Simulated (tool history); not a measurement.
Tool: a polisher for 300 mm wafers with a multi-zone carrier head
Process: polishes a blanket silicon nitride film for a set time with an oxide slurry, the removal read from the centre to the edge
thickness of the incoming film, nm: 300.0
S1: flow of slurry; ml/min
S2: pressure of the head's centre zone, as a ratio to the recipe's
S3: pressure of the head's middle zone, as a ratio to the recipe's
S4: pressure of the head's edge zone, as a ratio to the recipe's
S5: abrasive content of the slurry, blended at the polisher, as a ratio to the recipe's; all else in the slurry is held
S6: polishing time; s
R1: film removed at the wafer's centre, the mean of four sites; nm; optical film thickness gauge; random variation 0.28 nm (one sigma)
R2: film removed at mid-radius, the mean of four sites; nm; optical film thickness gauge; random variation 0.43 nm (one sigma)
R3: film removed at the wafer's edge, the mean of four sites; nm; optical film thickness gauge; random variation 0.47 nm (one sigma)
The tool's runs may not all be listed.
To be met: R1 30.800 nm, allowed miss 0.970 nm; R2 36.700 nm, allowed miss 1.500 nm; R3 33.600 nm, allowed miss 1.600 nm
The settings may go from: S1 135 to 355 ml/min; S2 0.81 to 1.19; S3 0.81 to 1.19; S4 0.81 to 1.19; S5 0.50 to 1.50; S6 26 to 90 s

| run | hour | S1 | S2 | S3 | S4 | S5 | S6 | R1 | R2 | R3 |
|---|---|---|---|---|---|---|---|---|---|---|
| 1 | 0.0 | 225 | 1.00 | 1.00 | 1.00 | 1.00 | 58 | 33.918 | 32.444 | 33.264 |
| 2 | 3.9 | 225 | 0.98 | 1.02 | 1.00 | 1.00 | 58 | 32.905 | 32.611 | 32.830 |
| 3 | 6.0 | 225 | 0.98 | 0.96 | 1.00 | 1.00 | 58 | 32.777 | 31.218 | 32.582 |
| 4 | 13.1 | 225 | 0.98 | 0.96 | 1.00 | 1.10 | 58 | 33.568 | 32.841 | 33.168 |
| 5 | 18.0 | 225 | 0.97 | 0.98 | 1.00 | 1.10 | 58 | 33.583 | 33.369 | 33.121 |
| 6 | 20.8 | 225 | 0.97 | 1.06 | 1.00 | 1.10 | 58 | 33.090 | 35.135 | 33.249 |
|  | 24.8 | worn pad replaced by a new one |
| 7 | 24.8 | 220 | 0.96 | 1.07 | 1.01 | 1.10 | 58 | 37.225 | 39.818 | 37.799 |
| 8 | 28.6 | 235 | 0.94 | 1.06 | 1.00 | 1.10 | 58 | 37.417 | 41.072 | 38.352 |
| 9 | 33.6 | 220 | 0.93 | 1.06 | 0.99 | 1.10 | 58 | 36.309 | 39.678 | 36.774 |
| 10 | 42.0 | 235 | 0.91 | 1.06 | 0.98 | 1.05 | 56 | 34.084 | 37.867 | 35.489 |
| 11 | 44.1 | 230 | 0.89 | 1.06 | 0.97 | 1.05 | 56 | 33.326 | 37.922 | 35.761 |

Which of these 4 next moves meets every target?
| A | 46.2 | 215 | 0.92 | 1.06 | 0.93 | 1.30 | 51 | ? | ? | ? |
| B | 46.2 | 235 | 0.85 | 1.05 | 0.91 | 1.45 | 49 | ? | ? | ? |
| C | 46.2 | 215 | 0.88 | 0.98 | 0.95 | 0.90 | 61 | ? | ? | ? |
| D | 46.2 | 185 | 0.90 | 0.86 | 1.12 | 0.70 | 67 | ? | ? | ? |

| move | R1 | R2 | R3 |
|---|---|---|---|
| A | 33.063 | 36.316 | 33.603 |
| B | 30.737 | 36.236 | 33.348 |
| C | 33.695 | 36.245 | 36.234 |
| D | 33.992 | 32.172 | 39.197 |
A: nearer than the last run, and not there yet
B: meets every target
C: further off than the last run
D: further off than the last run
Answer: B
